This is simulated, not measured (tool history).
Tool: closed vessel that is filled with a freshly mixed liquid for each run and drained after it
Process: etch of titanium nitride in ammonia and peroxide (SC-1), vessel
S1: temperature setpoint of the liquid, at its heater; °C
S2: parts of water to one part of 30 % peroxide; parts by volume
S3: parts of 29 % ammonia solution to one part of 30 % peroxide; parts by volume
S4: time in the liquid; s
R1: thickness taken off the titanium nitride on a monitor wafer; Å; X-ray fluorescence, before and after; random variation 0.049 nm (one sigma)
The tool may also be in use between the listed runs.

run 1 hour=0 | S1=49 S2=8.5 S3=0.75 S4=225 | R1=215.02
run 2 hour=3.7 | S1=45 S2=8.5 S3=0.75 S4=225 | R1=161.23
run 3 hour=7.1 | S1=42.5 S2=8.5 S3=0.75 S4=225 | R1=136.64
run 4 hour=14.4 | S1=42.5 S2=8.5 S3=0.65 S4=225 | R1=133.01
run 5 hour=20.9 | S1=41 S2=8.5 S3=0.65 S4=225 | R1=119.76
run 6 hour=21.8 | S1=44 S2=8.5 S3=0.65 S4=225 | R1=149.16
run 7 hour=27.1 | S1=42 S2=8.5 S3=0.65 S4=225 | R1=127.99
run 8 hour=34.5 | S1=42 S2=8.5 S3=0.65 S4=225 | R1=128.99

The next listed run, before its measurement:
run 9 hour=39.4 | S1=40.5 S2=8.5 S3=0.65 S4=225 | R1=?

{"run 9": {"R1": 115.13}}
